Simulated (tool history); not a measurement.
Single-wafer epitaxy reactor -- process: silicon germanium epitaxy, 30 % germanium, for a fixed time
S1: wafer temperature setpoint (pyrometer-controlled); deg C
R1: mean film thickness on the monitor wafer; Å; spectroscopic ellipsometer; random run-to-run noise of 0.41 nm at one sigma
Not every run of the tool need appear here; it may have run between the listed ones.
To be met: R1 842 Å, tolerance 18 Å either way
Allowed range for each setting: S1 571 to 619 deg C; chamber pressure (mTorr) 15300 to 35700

run 1 hour=0 | S1=595 chamber_pressure_(mTorr)=25500 | R1=540.84
run 2 hour=7.1 | S1=595 chamber_pressure_(mTorr)=21200 | R1=497.04
run 3 hour=12.4 | S1=599 chamber_pressure_(mTorr)=21900 | R1=546.68
run 4 hour=15.9 | S1=593 chamber_pressure_(mTorr)=21900 | R1=482.38
run 5 hour=17.3 | S1=597 chamber_pressure_(mTorr)=22200 | R1=533.03
run 6 hour=22.5 | S1=591 chamber_pressure_(mTorr)=22200 | R1=463.56
run 7 hour=28 | S1=595 chamber_pressure_(mTorr)=22300 | R1=507.66
run 8 hour=32.1 | S1=599 chamber_pressure_(mTorr)=22400 | R1=553.34
run 9 hour=37 | S1=602 chamber_pressure_(mTorr)=22500 | R1=594.74
run 10 hour=40.7 | S1=605 chamber_pressure_(mTorr)=22600 | R1=632.19
run 11 hour=41.4 | S1=607 chamber_pressure_(mTorr)=22600 | R1=658.91
run 12 hour=45.4 | S1=609 chamber_pressure_(mTorr)=22600 | R1=686.39
run 13 hour=50.9 | S1=609 chamber_pressure_(mTorr)=22600 | R1=689.31
run 14 hour=55.9 | S1=611 chamber_pressure_(mTorr)=22600 | R1=713.3
run 15 hour=60.3 | S1=611 chamber_pressure_(mTorr)=22600 | R1=715.46
-- hour=68.7 pyrometer calibrated
run 16 hour=68.7 | S1=612 chamber_pressure_(mTorr)=22600 | R1=791.24
run 17 hour=73.5 | S1=613 chamber_pressure_(mTorr)=22600 | R1=807.83

Below are 4 possible settings for the next run. Only one of them brings all results inside the allowed miss of their targets. Which is it?
run A hour=78.3 | S1=613 chamber_pressure_(mTorr)=24300 | R1=?
run B hour=78.3 | S1=610 chamber_pressure_(mTorr)=24700 | R1=?
run C hour=78.3 | S1=611 chamber_pressure_(mTorr)=24000 | R1=?
run D hour=78.3 | S1=614 chamber_pressure_(mTorr)=20200 | R1=?

move=A R1=838.13
move=B R1=794.92
move=C R1=800.36
move=D R1=783.34
A: every result lands within tolerance
B: its largest miss is bigger than the last run's
C: its largest miss is bigger than the last run's
D: its largest miss is bigger than the last run's
The right move is A.
